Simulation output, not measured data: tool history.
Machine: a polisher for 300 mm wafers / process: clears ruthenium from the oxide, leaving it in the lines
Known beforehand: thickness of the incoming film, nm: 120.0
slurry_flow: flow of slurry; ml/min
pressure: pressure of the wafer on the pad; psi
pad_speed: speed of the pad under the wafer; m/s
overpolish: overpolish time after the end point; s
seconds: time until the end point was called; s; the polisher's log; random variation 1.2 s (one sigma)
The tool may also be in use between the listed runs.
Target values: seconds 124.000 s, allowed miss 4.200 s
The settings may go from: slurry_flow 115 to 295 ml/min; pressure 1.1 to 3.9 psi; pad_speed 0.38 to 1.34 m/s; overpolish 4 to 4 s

run 1 hour=0.0 | slurry_flow=190 pressure=2.5 pad_speed=0.86 overpolish=4 | seconds=99.515
run 2 hour=4.5 | slurry_flow=190 pressure=3.1 pad_speed=0.86 overpolish=4 | seconds=82.476
run 3 hour=13.3 | slurry_flow=190 pressure=3.1 pad_speed=1.04 overpolish=4 | seconds=72.441
run 4 hour=16.4 | slurry_flow=185 pressure=2.7 pad_speed=1.02 overpolish=4 | seconds=83.021
run 5 hour=21.0 | slurry_flow=185 pressure=2.4 pad_speed=1.02 overpolish=4 | seconds=91.937
run 6 hour=29.0 | slurry_flow=180 pressure=2.2 pad_speed=1.02 overpolish=4 | seconds=99.504
run 7 hour=36.4 | slurry_flow=175 pressure=2.1 pad_speed=1.02 overpolish=4 | seconds=105.410
run 8 hour=41.6 | slurry_flow=165 pressure=2.0 pad_speed=1.02 overpolish=4 | seconds=109.570
run 9 hour=47.3 | slurry_flow=160 pressure=1.9 pad_speed=1.02 overpolish=4 | seconds=115.900
run 10 hour=54.6 | slurry_flow=145 pressure=1.7 pad_speed=1.02 overpolish=4 | seconds=131.730
run 11 hour=63.0 | slurry_flow=175 pressure=1.8 pad_speed=1.02 overpolish=4 | seconds=121.310

Pick the move, out of 4, that brings all results within their allowed miss; only one does.
run A hour=71.4 | slurry_flow=165 pressure=1.9 pad_speed=1.04 overpolish=4 | seconds=?
run B hour=71.4 | slurry_flow=185 pressure=1.8 pad_speed=1.04 overpolish=4 | seconds=?
run C hour=71.4 | slurry_flow=205 pressure=1.8 pad_speed=0.94 overpolish=4 | seconds=?
run D hour=71.4 | slurry_flow=180 pressure=1.9 pad_speed=1.00 overpolish=4 | seconds=?

move=A seconds=113.120
move=B seconds=116.210
move=C seconds=122.930
move=D seconds=114.620
A: the biggest miss grows against the last run
B: the biggest miss grows against the last run
C: all results land within tolerance of their targets
D: the biggest miss grows against the last run
Move C is the one to make.

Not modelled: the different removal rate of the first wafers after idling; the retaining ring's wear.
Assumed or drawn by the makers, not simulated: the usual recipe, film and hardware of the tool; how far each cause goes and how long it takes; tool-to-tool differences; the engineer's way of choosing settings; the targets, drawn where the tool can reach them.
